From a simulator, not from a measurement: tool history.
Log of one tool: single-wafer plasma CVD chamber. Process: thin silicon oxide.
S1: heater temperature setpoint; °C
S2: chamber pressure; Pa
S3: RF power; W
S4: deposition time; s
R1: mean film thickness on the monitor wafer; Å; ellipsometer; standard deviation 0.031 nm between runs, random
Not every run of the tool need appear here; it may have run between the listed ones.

run	hour	S1	S2	S3	S4	R1
1	0.0	375	137	355	6.10	151.94
2	5.6	375	121	350	6.09	139.14
3	11.0	375	111	345	6.08	129.16
4	19.7	375	125	345	6.08	141.48
5	26.8	375	115	340	6.07	131.20
6	28.9	375	115	390	6.07	137.82
7	37.9	375	115	390	6.07	137.40
8	42.8	375	87	380	6.05	108.14

For run 9, what comes out?
9	49.2	375	89	380	6.05	?

R1: 111.28 Å

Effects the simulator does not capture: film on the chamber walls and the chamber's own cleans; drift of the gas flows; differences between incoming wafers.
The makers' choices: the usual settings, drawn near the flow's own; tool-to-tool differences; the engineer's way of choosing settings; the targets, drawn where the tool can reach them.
